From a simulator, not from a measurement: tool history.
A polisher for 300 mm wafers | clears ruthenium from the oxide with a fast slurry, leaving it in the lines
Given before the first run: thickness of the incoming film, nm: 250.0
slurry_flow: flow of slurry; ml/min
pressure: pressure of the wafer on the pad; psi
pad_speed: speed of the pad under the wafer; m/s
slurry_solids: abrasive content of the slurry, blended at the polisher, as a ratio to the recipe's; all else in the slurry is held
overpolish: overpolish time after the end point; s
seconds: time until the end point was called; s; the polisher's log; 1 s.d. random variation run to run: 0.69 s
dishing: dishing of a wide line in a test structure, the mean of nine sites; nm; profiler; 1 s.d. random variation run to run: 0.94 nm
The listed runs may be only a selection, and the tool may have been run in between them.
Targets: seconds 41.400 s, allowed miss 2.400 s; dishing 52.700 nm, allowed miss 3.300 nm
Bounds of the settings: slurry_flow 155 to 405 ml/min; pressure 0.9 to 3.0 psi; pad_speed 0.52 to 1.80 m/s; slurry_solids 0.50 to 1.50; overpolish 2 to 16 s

run,hour,slurry_flow,pressure,pad_speed,slurry_solids,overpolish,seconds,dishing
1,0.0,260,1.9,1.16,1.00,8,75.591,25.038
2,8.9,285,1.9,1.16,1.00,8,76.335,24.724
3,15.3,285,2.1,1.18,1.00,8,68.812,26.379
4,18.2,285,2.2,1.24,1.00,8,64.093,28.728
5,24.8,285,2.6,1.24,1.00,8,57.602,33.172
6,32.9,335,2.6,1.24,1.00,8,54.824,32.370
7,41.3,330,2.6,1.30,1.00,8,51.795,35.216
8,42.4,330,2.6,1.34,1.00,8,50.931,34.763
9,48.8,325,2.6,1.38,1.00,8,49.128,37.197
10,56.4,320,2.6,1.40,1.00,8,49.843,36.799
11,61.6,320,2.7,1.44,1.00,8,45.134,40.344
12,67.7,315,2.7,1.46,1.00,8,45.169,39.254

Consider the 4 candidate settings below. Which is the only one whose results all fall within their allowed miss of target?
A,73.8,380,2.3,1.50,1.00,6,?,?
B,73.8,330,2.9,1.52,1.00,5,?,?
C,73.8,315,2.9,1.44,1.10,10,?,?
D,73.8,370,2.7,1.56,0.95,12,?,?

move,seconds,dishing
A,49.783,27.779
B,41.278,27.911
C,42.154,51.648
D,43.104,59.422
A: misses by more than the last run did
B: misses by more than the last run did
C: every result within its allowed miss
D: carries the result that was furthest off beyond its target, to the other side
So the answer is move C, the one that meets all the targets.

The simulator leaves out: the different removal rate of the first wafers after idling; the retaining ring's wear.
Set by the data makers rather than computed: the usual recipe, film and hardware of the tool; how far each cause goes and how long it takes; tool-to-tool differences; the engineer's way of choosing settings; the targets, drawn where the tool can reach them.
